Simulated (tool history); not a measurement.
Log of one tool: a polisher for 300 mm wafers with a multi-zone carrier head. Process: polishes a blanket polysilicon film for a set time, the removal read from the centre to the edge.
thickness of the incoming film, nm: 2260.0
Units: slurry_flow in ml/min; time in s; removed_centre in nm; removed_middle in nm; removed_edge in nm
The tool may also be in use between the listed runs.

run	hour	slurry_flow	centre_zone	middle_zone	edge_zone	time	removed_centre	removed_middle	removed_edge
1	0	215	1	1	1	59	436.74	445.63	448.06
2	2	205	0.97	0.95	0.97	54	392.55	388.56	399
3	6.3	205	0.97	0.95	0.97	65	467.11	460.78	488.65
4	10.9	190	0.93	0.91	0.95	59	400.45	410.8	425.39
5	14.4	190	0.93	0.91	0.95	74	508.18	516.35	538.16
6	16.7	185	0.92	0.88	0.96	64	436.13	421.05	467.24

Forecast run 7:
7	19.3	175	0.9	0.86	0.94	58	?	?	?

{"run 7": {"removed_centre": 374.15, "removed_middle": 382.24, "removed_edge": 415.28}}
